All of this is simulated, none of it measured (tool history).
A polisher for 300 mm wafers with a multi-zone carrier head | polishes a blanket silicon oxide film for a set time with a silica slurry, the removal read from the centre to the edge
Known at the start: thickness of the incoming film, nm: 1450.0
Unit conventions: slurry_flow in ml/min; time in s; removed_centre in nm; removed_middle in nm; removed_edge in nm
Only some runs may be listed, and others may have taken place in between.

run 1 hour=0 | slurry_flow=290 centre_zone=1 middle_zone=1 edge_zone=1 slurry_solids=1 time=85 | removed_centre=396.73 removed_middle=401.98 removed_edge=398.92
run 2 hour=4.8 | slurry_flow=290 centre_zone=1 middle_zone=1.06 edge_zone=1 slurry_solids=1 time=85 | removed_centre=390.53 removed_middle=420.8 removed_edge=401.38
run 3 hour=11.1 | slurry_flow=290 centre_zone=0.96 middle_zone=1.06 edge_zone=1 slurry_solids=1 time=85 | removed_centre=376.42 removed_middle=425.35 removed_edge=389.94
run 4 hour=17.7 | slurry_flow=260 centre_zone=0.92 middle_zone=1.04 edge_zone=1.03 slurry_solids=0.9 time=73 | removed_centre=286.49 removed_middle=335.37 removed_edge=316.26
run 5 hour=22.5 | slurry_flow=250 centre_zone=0.89 middle_zone=1.02 edge_zone=1.04 slurry_solids=0.8 time=66 | removed_centre=226.18 removed_middle=257.21 removed_edge=256.45
run 6 hour=31.3 | slurry_flow=250 centre_zone=0.89 middle_zone=0.95 edge_zone=1.04 slurry_solids=0.8 time=66 | removed_centre=227.09 removed_middle=243.9 removed_edge=258.52

Forecast run 7:
run 7 hour=32.8 | slurry_flow=240 centre_zone=0.87 middle_zone=0.97 edge_zone=1.05 slurry_solids=0.75 time=63 | removed_centre=? removed_middle=? removed_edge=?

{"run 7": {"removed_centre": 197.97, "removed_middle": 228.25, "removed_edge": 230.22}}

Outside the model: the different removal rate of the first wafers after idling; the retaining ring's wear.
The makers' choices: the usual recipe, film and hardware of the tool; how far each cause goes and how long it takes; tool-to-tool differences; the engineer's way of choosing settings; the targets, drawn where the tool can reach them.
